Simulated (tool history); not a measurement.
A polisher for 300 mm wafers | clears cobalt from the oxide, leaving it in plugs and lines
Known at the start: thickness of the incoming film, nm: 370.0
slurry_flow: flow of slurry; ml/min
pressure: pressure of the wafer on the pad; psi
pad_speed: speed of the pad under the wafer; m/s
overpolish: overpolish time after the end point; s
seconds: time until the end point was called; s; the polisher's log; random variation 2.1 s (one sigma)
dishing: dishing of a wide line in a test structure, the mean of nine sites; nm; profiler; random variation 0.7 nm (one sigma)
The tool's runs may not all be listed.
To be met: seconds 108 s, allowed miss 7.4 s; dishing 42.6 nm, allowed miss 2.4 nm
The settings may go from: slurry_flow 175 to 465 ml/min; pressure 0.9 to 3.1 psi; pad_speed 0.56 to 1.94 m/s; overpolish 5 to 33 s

run  hour  slurry_flow  pressure  pad_speed  overpolish  seconds  dishing
  1     0          295         2       1.24          17   68.157   46.725
  2   5.6          295         2       1.42          17   58.813   47.731
  3    13          235         2       1.42          17   59.876   48.111
  4  17.4          235       2.5       1.42          17   50.186    50.25
  5    22          235       2.3       1.36          17    54.74    49.09
  6  30.4          235       2.1       1.32          17   61.241   47.086
  7  39.4          235       1.9       1.28          18   68.124   46.666
  8  45.5          235       1.8       1.24          18   73.236   46.841

4 next moves are on the table. One of them brings every result within its allowed miss. Which?
  A  51.6          245       1.5       1.06          16        ?        ?
  B  51.6          270       1.8       0.98          19        ?        ?
  C  51.6          275       1.5       0.94          22        ?        ?
  D  51.6          275       1.3        1.2          14        ?        ?

move  seconds  dishing
   A   96.027   38.466
   B   90.802   42.977
   C   106.71   42.765
   D   92.355   36.514
A: nearer than the last run, and not there yet
B: nearer than the last run, and not there yet
C: meets every target
D: nearer than the last run, and not there yet
Move C is the one to make.
